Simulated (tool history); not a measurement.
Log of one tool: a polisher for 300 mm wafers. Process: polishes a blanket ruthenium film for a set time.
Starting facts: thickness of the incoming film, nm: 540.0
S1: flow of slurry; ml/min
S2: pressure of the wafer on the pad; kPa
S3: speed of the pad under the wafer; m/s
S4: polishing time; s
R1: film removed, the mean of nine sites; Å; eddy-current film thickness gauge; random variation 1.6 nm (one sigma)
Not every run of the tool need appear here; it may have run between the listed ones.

Run 1, hour 0.0: S1 195 ml/min, S2 18.6 kPa, S3 1.04 m/s, S4 61 s. Result: R1 1141.1 Å.
Run 2, hour 1.6: S1 200 ml/min, S2 20.7 kPa, S3 1.04 m/s, S4 61 s. Result: R1 1289.3 Å.
Run 3, hour 8.3: S1 200 ml/min, S2 16.5 kPa, S3 1.04 m/s, S4 61 s. Result: R1 1049.2 Å.
Run 4, hour 15.2: S1 210 ml/min, S2 18.6 kPa, S3 1.04 m/s, S4 61 s. Result: R1 1190.9 Å.
Run 5, hour 23.0: S1 230 ml/min, S2 20.0 kPa, S3 1.04 m/s, S4 61 s. Result: R1 1261.2 Å.
Run 6, hour 30.9: S1 230 ml/min, S2 21.4 kPa, S3 1.04 m/s, S4 61 s. Result: R1 1373.3 Å.
Run 7, hour 36.9: S1 235 ml/min, S2 22.1 kPa, S3 1.04 m/s, S4 61 s. Result: R1 1409.4 Å.

Expected results for the next run?
Run 8, hour 37.8: S1 235 ml/min, S2 22.8 kPa, S3 1.04 m/s, S4 61 s. Result: R1 ?.

R1: 1453.4 Å

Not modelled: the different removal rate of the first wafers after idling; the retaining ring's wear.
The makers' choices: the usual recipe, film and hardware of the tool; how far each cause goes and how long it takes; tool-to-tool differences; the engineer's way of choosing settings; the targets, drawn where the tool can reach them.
